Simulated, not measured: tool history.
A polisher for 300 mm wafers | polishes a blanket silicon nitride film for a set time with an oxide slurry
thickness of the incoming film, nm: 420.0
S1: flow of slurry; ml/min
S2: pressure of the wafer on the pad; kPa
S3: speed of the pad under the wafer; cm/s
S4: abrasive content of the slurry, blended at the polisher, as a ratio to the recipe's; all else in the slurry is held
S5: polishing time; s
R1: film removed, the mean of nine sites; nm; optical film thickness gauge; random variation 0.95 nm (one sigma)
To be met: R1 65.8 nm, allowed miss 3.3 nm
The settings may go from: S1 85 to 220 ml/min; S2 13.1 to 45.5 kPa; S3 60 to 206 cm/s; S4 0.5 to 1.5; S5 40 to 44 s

run,hour,S1,S2,S3,S4,S5,R1
1,0,140,29,132,1,44,37.981
2,3.3,105,29,132,1,44,35.905
3,8.5,85,29,132,1,44,33.353
4,17.1,85,29,132,1,44,33.919
5,25.7,90,30.3,132,1,44,36.681
6,34.4,95,31.7,132,1,44,37.841
7,35,100,33.1,132,1,44,41.244
8,42.1,100,33.1,132,1,44,41.218
9,49.1,105,33.8,132,1,44,42.304
10,52.2,110,34.5,132,1,44,42.79
11,57.4,115,35.9,132,1,44,44.171
12,60.9,115,35.9,132,1,44,45.878

5 next moves are on the table. One of them brings every result within its allowed miss. Which?
A,64.4,120,44.1,176,1.05,44,?
B,64.4,100,36.5,164,1.15,44,?
C,64.4,120,39.3,148,1.1,44,?
D,64.4,110,43.4,136,0.9,44,?
E,64.4,150,41.4,170,0.9,44,?

move,R1
A,74.163
B,57.671
C,58.794
D,54.249
E,66.28
A: takes the result that was furthest off past its target
B: nearer than the last run, and not there yet
C: nearer than the last run, and not there yet
D: nearer than the last run, and not there yet
E: meets every target
Move E is the one to make.
